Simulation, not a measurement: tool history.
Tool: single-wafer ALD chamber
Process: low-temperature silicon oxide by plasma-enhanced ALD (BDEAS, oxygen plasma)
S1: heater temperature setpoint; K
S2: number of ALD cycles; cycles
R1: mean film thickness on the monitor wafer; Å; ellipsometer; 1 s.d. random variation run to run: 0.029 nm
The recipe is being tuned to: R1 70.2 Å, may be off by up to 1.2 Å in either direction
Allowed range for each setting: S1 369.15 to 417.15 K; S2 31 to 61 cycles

| run | hour | S1 | S2 | R1 |
|---|---|---|---|---|
| 1 | 0 | 393.15 | 46 | 61.193 |
| 2 | 8.6 | 393.15 | 41 | 54.383 |
| 3 | 13.6 | 401.15 | 41 | 53.821 |
| 4 | 21.8 | 409.15 | 41 | 52.537 |
| 5 | 25.5 | 409.15 | 45 | 57.857 |
| 6 | 34.4 | 409.15 | 48 | 61.47 |
| 7 | 43.1 | 406.15 | 49 | 63.365 |
| 8 | 50.3 | 403.15 | 50 | 64.829 |
| 9 | 55.2 | 401.15 | 51 | 66.667 |
| 10 | 59.1 | 401.15 | 51 | 66.421 |
| 11 | 61 | 400.15 | 51 | 66.983 |

Below are 5 possible settings for the next run. Only one of them brings all results inside the allowed miss of their targets. Which is it?
| A | 62.9 | 405.15 | 50 | ? |
| B | 62.9 | 401.15 | 47 | ? |
| C | 62.9 | 402.15 | 51 | ? |
| D | 62.9 | 398.15 | 48 | ? |
| E | 62.9 | 404.15 | 54 | ? |

| move | R1 |
|---|---|
| A | 64.655 |
| B | 61.309 |
| C | 66.382 |
| D | 63.021 |
| E | 69.981 |
A: the biggest miss grows against the last run
B: the biggest miss grows against the last run
C: the biggest miss grows against the last run
D: the biggest miss grows against the last run
E: meets every target
Go with E: it meets all targets.

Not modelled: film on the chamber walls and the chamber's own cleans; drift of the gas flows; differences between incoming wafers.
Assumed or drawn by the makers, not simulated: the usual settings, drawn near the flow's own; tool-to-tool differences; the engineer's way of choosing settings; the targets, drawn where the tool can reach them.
